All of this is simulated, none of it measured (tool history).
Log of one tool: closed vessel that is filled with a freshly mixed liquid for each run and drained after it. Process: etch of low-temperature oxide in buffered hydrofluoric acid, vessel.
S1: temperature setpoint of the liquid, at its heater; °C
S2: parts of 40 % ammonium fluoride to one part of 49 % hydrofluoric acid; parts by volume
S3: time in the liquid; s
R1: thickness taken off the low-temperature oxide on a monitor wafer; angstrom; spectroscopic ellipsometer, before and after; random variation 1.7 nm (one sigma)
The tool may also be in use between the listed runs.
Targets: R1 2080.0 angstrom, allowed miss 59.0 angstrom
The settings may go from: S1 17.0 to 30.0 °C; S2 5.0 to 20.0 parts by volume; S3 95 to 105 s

run	day	S1	S2	S3	R1
1	0.000	22.0	12.0	95	3519.2
2	0.346	22.0	12.0	105	3932.3
3	0.596	25.5	12.0	105	4731.9
4	0.704	28.5	12.0	105	5526.7
5	1.075	25.5	13.5	105	4272.2
6	1.379	24.5	13.5	105	3962.0
7	1.571	22.5	14.5	105	3334.8
8	1.775	18.5	17.5	105	2256.4
9	1.858	18.0	17.5	105	2141.6

Which of these 4 next moves meets every target?
A	1.942	17.0	15.5	105	?
B	1.942	20.0	17.5	100	?
C	1.942	17.5	17.0	100	?
D	1.942	19.0	16.5	95	?

move	R1
A	2318.9
B	2322.5
C	2074.7
D	2210.2
A: further off than the last run
B: further off than the last run
C: meets every target
D: further off than the last run
Answer: C
